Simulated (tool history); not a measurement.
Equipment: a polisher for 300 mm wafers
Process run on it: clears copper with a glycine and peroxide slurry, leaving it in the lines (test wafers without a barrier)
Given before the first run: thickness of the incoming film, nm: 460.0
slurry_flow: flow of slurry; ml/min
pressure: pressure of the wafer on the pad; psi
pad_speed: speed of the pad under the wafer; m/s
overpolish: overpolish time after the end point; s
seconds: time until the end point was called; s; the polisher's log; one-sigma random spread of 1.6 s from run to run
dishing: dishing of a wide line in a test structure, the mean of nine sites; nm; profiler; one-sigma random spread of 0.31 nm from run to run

run 1 hour=0.0 | slurry_flow=275 pressure=3.1 pad_speed=0.80 overpolish=14 | seconds=119.97 dishing=26.763
run 2 hour=1.3 | slurry_flow=275 pressure=2.4 pad_speed=0.80 overpolish=14 | seconds=141.72 dishing=25.958
run 3 hour=8.9 | slurry_flow=260 pressure=2.9 pad_speed=0.72 overpolish=12 | seconds=134.01 dishing=23.150
run 4 hour=15.0 | slurry_flow=260 pressure=2.9 pad_speed=0.72 overpolish=7 | seconds=136.41 dishing=16.352
run 5 hour=20.9 | slurry_flow=260 pressure=2.3 pad_speed=0.72 overpolish=7 | seconds=153.99 dishing=14.857
run 6 hour=25.3 | slurry_flow=260 pressure=2.7 pad_speed=0.72 overpolish=7 | seconds=140.32 dishing=15.666
run 7 hour=29.1 | slurry_flow=260 pressure=2.8 pad_speed=0.72 overpolish=6 | seconds=140.80 dishing=14.478
run 8 hour=32.1 | slurry_flow=260 pressure=3.0 pad_speed=0.72 overpolish=6 | seconds=133.98 dishing=14.665

Predict the results of run 9:
run 9 hour=38.0 | slurry_flow=260 pressure=3.1 pad_speed=0.72 overpolish=6 | seconds=? dishing=?

Run 9 measured seconds 129.33 s, dishing 14.358 nm.

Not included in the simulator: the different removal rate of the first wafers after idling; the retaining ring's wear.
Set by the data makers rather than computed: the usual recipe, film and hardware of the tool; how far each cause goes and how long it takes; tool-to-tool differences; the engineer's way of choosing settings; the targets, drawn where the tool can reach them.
